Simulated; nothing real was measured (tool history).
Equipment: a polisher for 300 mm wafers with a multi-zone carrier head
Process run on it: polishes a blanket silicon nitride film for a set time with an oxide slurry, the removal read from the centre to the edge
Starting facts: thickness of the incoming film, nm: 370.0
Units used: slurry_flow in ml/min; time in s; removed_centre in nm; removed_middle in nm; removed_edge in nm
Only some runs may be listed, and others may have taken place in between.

Run 1, hour 0.0: slurry_flow 255 ml/min, centre_zone 1.00, middle_zone 1.00, edge_zone 1.00, slurry_solids 1.00, time 75 s. Result: removed_centre 36.286 nm, removed_middle 34.837 nm, removed_edge 34.994 nm.
Run 2, hour 4.6: slurry_flow 260 ml/min, centre_zone 1.03, middle_zone 1.02, edge_zone 1.02, slurry_solids 1.05, time 75 s. Result: removed_centre 37.680 nm, removed_middle 36.547 nm, removed_edge 37.202 nm.
Run 3, hour 10.5: slurry_flow 260 ml/min, centre_zone 1.03, middle_zone 1.02, edge_zone 1.02, slurry_solids 1.05, time 91 s. Result: removed_centre 46.112 nm, removed_middle 43.884 nm, removed_edge 45.348 nm.
Run 4, hour 19.0: slurry_flow 260 ml/min, centre_zone 1.03, middle_zone 1.02, edge_zone 1.02, slurry_solids 1.05, time 74 s. Result: removed_centre 37.103 nm, removed_middle 35.716 nm, removed_edge 36.835 nm.
Run 5, hour 27.4: slurry_flow 260 ml/min, centre_zone 1.03, middle_zone 0.94, edge_zone 1.02, slurry_solids 1.05, time 74 s. Result: removed_centre 37.815 nm, removed_middle 33.550 nm, removed_edge 35.772 nm.
Run 6, hour 34.1: slurry_flow 265 ml/min, centre_zone 1.06, middle_zone 0.97, edge_zone 1.00, slurry_solids 1.10, time 74 s. Result: removed_centre 38.238 nm, removed_middle 34.576 nm, removed_edge 36.047 nm.
Run 7, hour 38.9: slurry_flow 270 ml/min, centre_zone 1.09, middle_zone 0.97, edge_zone 0.97, slurry_solids 1.20, time 76 s. Result: removed_centre 41.020 nm, removed_middle 37.055 nm, removed_edge 38.248 nm.
Run 8, hour 43.5: slurry_flow 270 ml/min, centre_zone 1.09, middle_zone 0.97, edge_zone 0.97, slurry_solids 1.20, time 76 s. Result: removed_centre 41.917 nm, removed_middle 37.024 nm, removed_edge 37.801 nm.
Run 9, hour 44.6: slurry_flow 275 ml/min, centre_zone 1.11, middle_zone 0.98, edge_zone 0.96, slurry_solids 1.25, time 76 s. Result: removed_centre 42.232 nm, removed_middle 36.588 nm, removed_edge 38.478 nm.

The next listed run, before its measurement:
Run 10, hour 49.7: slurry_flow 275 ml/min, centre_zone 1.12, middle_zone 1.00, edge_zone 0.93, slurry_solids 1.30, time 78 s. Result: removed_centre ?, removed_middle ?, removed_edge ?.

{"run 10": {"removed_centre": 43.934, "removed_middle": 39.472, "removed_edge": 39.364}}
